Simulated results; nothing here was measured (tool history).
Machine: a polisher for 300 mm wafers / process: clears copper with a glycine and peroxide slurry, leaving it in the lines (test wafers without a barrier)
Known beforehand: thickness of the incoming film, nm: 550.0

run	hour	flow of slurry (ml/min)	pressure of the wafer on the pad (kPa)	speed of the pad under the wafer (cm/s)	overpolish time after the end point (s)	time until the end point was called (s)	dishing of a wide line in a test structure (Å)
1	0	140	21.4	124	26	57.921	434.49
2	1.1	125	20	140	21	55.48	432.64
3	5	150	18.6	144	17	54.414	422.31
4	12.5	130	18.6	144	17	56.064	411.51
5	18.5	130	18.6	144	22	56.648	428.45
6	22	130	17.9	148	18	55.943	413.8
7	25.7	115	15.9	160	15	57.234	376.87
8	32.5	105	14.5	170	13	58.062	371.6

For run 9, what comes out?
9	39.8	100	13.8	176	12	?	?

For run 9 the tool returned time until the end point was called (s) 60.573, dishing of a wide line in a test structure (Å) 344.21.
